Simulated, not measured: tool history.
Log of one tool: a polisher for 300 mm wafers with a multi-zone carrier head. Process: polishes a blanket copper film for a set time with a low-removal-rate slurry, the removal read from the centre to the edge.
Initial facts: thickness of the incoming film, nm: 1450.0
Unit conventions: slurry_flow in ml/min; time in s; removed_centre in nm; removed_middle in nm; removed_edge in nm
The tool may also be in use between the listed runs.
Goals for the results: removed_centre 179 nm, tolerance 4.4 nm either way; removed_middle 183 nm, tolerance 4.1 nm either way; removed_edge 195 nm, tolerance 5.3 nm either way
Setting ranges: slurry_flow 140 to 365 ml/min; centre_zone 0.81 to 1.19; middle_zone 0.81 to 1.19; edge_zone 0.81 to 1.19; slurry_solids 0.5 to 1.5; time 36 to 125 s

{"run": 1, "hour": 0.0, "slurry_flow": 235, "centre_zone": 1, "middle_zone": 1, "edge_zone": 1, "slurry_solids": 1, "time": 80, "removed_centre": 263.02, "removed_middle": 264.59, "removed_edge": 261.45}
{"run": 2, "hour": 4.7, "slurry_flow": 235, "centre_zone": 1, "middle_zone": 1, "edge_zone": 0.93, "slurry_solids": 1, "time": 80, "removed_centre": 264.92, "removed_middle": 265.66, "removed_edge": 255.05}
{"run": 3, "hour": 11.3, "slurry_flow": 235, "centre_zone": 1, "middle_zone": 1, "edge_zone": 0.93, "slurry_solids": 1, "time": 88, "removed_centre": 291.17, "removed_middle": 293.67, "removed_edge": 278.44}
{"run": 4, "hour": 13.8, "slurry_flow": 230, "centre_zone": 0.98, "middle_zone": 0.98, "edge_zone": 0.92, "slurry_solids": 0.95, "time": 86, "removed_centre": 267.99, "removed_middle": 276.92, "removed_edge": 269.67}
{"run": 5, "hour": 21.3, "slurry_flow": 230, "centre_zone": 0.98, "middle_zone": 0.98, "edge_zone": 0.92, "slurry_solids": 0.85, "time": 86, "removed_centre": 259.7, "removed_middle": 263.77, "removed_edge": 257.33}
{"run": 6, "hour": 25.4, "slurry_flow": 230, "centre_zone": 0.98, "middle_zone": 1.02, "edge_zone": 0.92, "slurry_solids": 0.85, "time": 86, "removed_centre": 261.15, "removed_middle": 276.47, "removed_edge": 257.87}
{"run": 7, "hour": 32.1, "slurry_flow": 230, "centre_zone": 0.97, "middle_zone": 1, "edge_zone": 0.91, "slurry_solids": 0.8, "time": 84, "removed_centre": 249.95, "removed_middle": 262.02, "removed_edge": 245.26}
{"run": 8, "hour": 38.9, "slurry_flow": 225, "centre_zone": 0.96, "middle_zone": 0.98, "edge_zone": 0.9, "slurry_solids": 0.75, "time": 83, "removed_centre": 236, "removed_middle": 248.27, "removed_edge": 240.97}
{"run": 9, "hour": 42.2, "slurry_flow": 225, "centre_zone": 0.96, "middle_zone": 0.97, "edge_zone": 0.89, "slurry_solids": 0.7, "time": 81, "removed_centre": 226.57, "removed_middle": 233.11, "removed_edge": 224.6}
{"run": 10, "hour": 43.1, "slurry_flow": 160, "centre_zone": 0.86, "middle_zone": 0.87, "edge_zone": 0.83, "slurry_solids": 0.55, "time": 81, "removed_centre": 174.1, "removed_middle": 183.86, "removed_edge": 192.14}

Of the 4 settings listed for the next run, only one would bring every result within its allowed miss of target. Which one?
{"run": "A", "hour": 44.0, "slurry_flow": 180, "centre_zone": 0.9, "middle_zone": 0.82, "edge_zone": 0.81, "slurry_solids": 0.65, "time": 77, "removed_centre": "?", "removed_middle": "?", "removed_edge": "?"}
{"run": "B", "hour": 44.0, "slurry_flow": 170, "centre_zone": 0.83, "middle_zone": 0.91, "edge_zone": 0.85, "slurry_solids": 0.55, "time": 81, "removed_centre": "?", "removed_middle": "?", "removed_edge": "?"}
{"run": "C", "hour": 44.0, "slurry_flow": 175, "centre_zone": 0.88, "middle_zone": 0.86, "edge_zone": 0.87, "slurry_solids": 0.65, "time": 75, "removed_centre": "?", "removed_middle": "?", "removed_edge": "?"}
{"run": "D", "hour": 44.0, "slurry_flow": 140, "centre_zone": 0.85, "middle_zone": 0.89, "edge_zone": 0.81, "slurry_solids": 0.9, "time": 70, "removed_centre": "?", "removed_middle": "?", "removed_edge": "?"}

move=A removed_centre=190.78 removed_middle=179.44 removed_edge=195.19
move=B removed_centre=172.24 removed_middle=191.74 removed_edge=195.82
move=C removed_centre=180.62 removed_middle=180.77 removed_edge=195.37
move=D removed_centre=170.7 removed_middle=183.21 removed_edge=188.99
A: takes the result that was furthest off past its target
B: its largest miss is bigger than the last run's
C: all results land within tolerance of their targets
D: its largest miss is bigger than the last run's
C is the move that brings every result within its allowed miss.
